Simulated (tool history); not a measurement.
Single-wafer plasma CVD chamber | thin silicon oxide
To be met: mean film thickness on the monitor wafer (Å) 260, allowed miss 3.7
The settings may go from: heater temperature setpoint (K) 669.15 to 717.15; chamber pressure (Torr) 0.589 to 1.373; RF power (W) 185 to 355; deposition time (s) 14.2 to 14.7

run  hour  heater temperature setpoint (K)  chamber pressure (Torr)  RF power (W)  deposition time (s)  mean film thickness on the monitor wafer (Å)
  1     0                           693.15                    0.981           270                 14.2                                         278.7
  2   4.7                           693.15                    0.981           270                 14.2                                        280.19
  3  13.6                           693.15                    0.958           270                 14.2                                        272.16
  4  19.3                           684.15                    0.958           270                 14.2                                        275.24
  5  20.7                           684.15                    0.958           295                 14.2                                        290.56
  6  28.7                           684.15                    0.958           295                 14.2                                        290.58
  7    37                           684.15                    0.925           295                 14.2                                        278.48
  8  39.9                           684.15                    0.836           295                 14.2                                        248.65
  9  47.5                           684.15                    0.844           295                 14.2                                        249.73
 10  48.9                           683.15                    0.851           295                 14.2                                        251.78
 11  51.3                           683.15                    0.899           295                 14.2                                        270.75
 12  53.7                           683.15                    0.855           295                 14.2                                        253.87

5 next moves are on the table. One of them brings every result within its allowed miss. Which?
  A  56.1                           677.15                    0.892           265                 14.2                                             ?
  B  56.1                           685.15                    0.865           270                 14.4                                             ?
  C  56.1                           680.15                    0.847           300                 14.2                                             ?
  D  56.1                           693.15                    0.949           255                 14.2                                             ?
  E  56.1                           697.15                    0.878           265                 14.2                                             ?

move  mean film thickness on the monitor wafer (Å)
   A                                        252.19
   B                                        248.53
   C                                         254.3
   D                                        260.83
   E                                        244.39
A: further off than the last run
B: further off than the last run
C: nearer than the last run, and not there yet
D: meets every target
E: further off than the last run
Move D is the one to make.
